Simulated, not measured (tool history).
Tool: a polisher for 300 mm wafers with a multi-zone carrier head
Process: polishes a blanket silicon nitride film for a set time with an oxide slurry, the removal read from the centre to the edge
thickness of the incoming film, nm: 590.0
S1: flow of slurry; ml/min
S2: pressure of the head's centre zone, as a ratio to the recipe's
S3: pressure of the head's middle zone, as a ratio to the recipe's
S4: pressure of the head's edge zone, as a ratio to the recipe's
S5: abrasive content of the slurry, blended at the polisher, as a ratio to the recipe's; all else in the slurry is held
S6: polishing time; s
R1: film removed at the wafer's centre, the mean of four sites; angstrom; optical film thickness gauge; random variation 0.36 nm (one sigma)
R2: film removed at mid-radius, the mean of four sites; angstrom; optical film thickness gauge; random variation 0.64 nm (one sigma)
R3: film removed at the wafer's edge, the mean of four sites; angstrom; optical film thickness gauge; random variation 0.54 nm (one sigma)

| run | hour | S1 | S2 | S3 | S4 | S5 | S6 | R1 | R2 | R3 |
|---|---|---|---|---|---|---|---|---|---|---|
| 1 | 0 | 210 | 1 | 1 | 1 | 1 | 82 | 490.27 | 492.28 | 470.77 |
| 2 | 2.5 | 210 | 1.09 | 1 | 1 | 1 | 82 | 530.69 | 480.74 | 461.51 |
| 3 | 11.1 | 200 | 1.05 | 1 | 1 | 1 | 82 | 512.63 | 481.42 | 476.71 |
| 4 | 18.1 | 200 | 1.02 | 1 | 0.99 | 0.95 | 82 | 491.43 | 465.16 | 464.99 |
| 5 | 19.8 | 205 | 0.99 | 1.02 | 0.99 | 0.95 | 82 | 470.32 | 477.43 | 461.84 |
| 6 | 26.9 | 205 | 0.99 | 1.1 | 0.99 | 0.95 | 82 | 473.51 | 517.3 | 453.79 |
| 7 | 33.5 | 195 | 0.98 | 1.09 | 0.99 | 0.95 | 82 | 465.71 | 508.71 | 451.05 |
| 8 | 36.2 | 185 | 0.97 | 1.08 | 0.99 | 0.95 | 82 | 456.16 | 502.54 | 450.33 |

The next listed run, before its measurement:
| 9 | 41.6 | 175 | 0.96 | 1.07 | 0.99 | 0.95 | 82 | ? | ? | ? |

R1: 451.74 angstrom
R2: 485.22 angstrom
R3: 440.91 angstrom
